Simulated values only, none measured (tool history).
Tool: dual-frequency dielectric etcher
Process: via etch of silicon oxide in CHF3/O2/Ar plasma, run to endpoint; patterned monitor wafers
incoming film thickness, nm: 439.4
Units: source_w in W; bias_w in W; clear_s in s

| run | hour | source_w | bias_w | clear_s |
|---|---|---|---|---|
| 1 | 0.0 | 560 | 227 | 213.04 |
| 2 | 3.9 | 530 | 223 | 220.22 |
| 3 | 10.7 | 530 | 250 | 209.01 |
| 4 | 11.8 | 600 | 250 | 198.35 |
| 5 | 15.1 | 550 | 246 | 207.94 |
| 6 | 24.0 | 510 | 243 | 213.81 |

Forecast run 7:
| 7 | 27.2 | 510 | 243 | ? |

{"run 7": {"clear_s": 212.35}}
